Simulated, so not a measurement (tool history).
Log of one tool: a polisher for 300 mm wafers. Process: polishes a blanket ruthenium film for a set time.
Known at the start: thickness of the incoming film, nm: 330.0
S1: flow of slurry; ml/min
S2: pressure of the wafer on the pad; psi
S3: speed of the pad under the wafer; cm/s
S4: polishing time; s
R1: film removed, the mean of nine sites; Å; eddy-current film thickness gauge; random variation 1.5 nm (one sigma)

| run | day | S1 | S2 | S3 | S4 | R1 |
|---|---|---|---|---|---|---|
| 1 | 0 | 290 | 2.5 | 112 | 55 | 927.26 |
| 2 | 0.154 | 290 | 2.5 | 98 | 55 | 872.04 |
| 3 | 0.458 | 290 | 2.5 | 98 | 57 | 869.79 |
| 4 | 0.629 | 290 | 2.6 | 98 | 57 | 930.27 |
| 5 | 0.771 | 230 | 2.6 | 98 | 57 | 883.49 |
| 6 | 1.029 | 230 | 2.3 | 98 | 57 | 784.69 |
| 7 | 1.179 | 230 | 3 | 102 | 57 | 1049.2 |

Forecast run 8:
| 8 | 1.454 | 230 | 3 | 102 | 57 | ? |

R1: 1041.7 Å

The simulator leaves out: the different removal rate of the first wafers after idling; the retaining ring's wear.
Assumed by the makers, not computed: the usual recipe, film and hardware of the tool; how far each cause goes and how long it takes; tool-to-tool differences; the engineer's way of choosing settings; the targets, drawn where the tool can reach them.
